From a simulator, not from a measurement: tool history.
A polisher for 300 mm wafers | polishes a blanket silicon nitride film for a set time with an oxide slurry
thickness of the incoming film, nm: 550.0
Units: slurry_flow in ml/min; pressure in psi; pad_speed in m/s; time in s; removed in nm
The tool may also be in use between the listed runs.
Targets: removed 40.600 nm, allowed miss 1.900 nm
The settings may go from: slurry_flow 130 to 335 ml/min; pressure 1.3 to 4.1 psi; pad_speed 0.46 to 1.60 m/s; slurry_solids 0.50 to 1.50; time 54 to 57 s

run,hour,slurry_flow,pressure,pad_speed,slurry_solids,time,removed
1,0.0,215,2.7,1.02,1.00,54,19.987
2,7.9,215,3.0,1.08,1.00,54,23.011
3,14.9,260,3.0,1.08,1.00,54,23.490
4,21.7,260,3.2,1.14,1.00,54,25.831
# hour 28.9: slurry blender recalibrated
5,28.9,260,3.4,1.20,1.00,54,33.623
6,35.9,260,2.9,1.20,1.00,54,28.554
7,42.7,260,3.6,1.26,1.00,54,37.438
8,49.3,260,3.7,1.26,1.00,54,37.633

4 next moves are on the table. One of them brings every result within its allowed miss. Which?
A,55.9,260,4.1,1.22,1.15,56,?
B,55.9,250,3.6,1.36,1.05,54,?
C,55.9,290,3.3,1.24,1.00,56,?
D,55.9,235,4.1,0.94,1.20,54,?

move,removed
A,44.403
B,39.436
C,34.699
D,34.950
A: takes the result that was furthest off past its target
B: meets every target
C: further off than the last run
D: further off than the last run
Move B is the one to make.

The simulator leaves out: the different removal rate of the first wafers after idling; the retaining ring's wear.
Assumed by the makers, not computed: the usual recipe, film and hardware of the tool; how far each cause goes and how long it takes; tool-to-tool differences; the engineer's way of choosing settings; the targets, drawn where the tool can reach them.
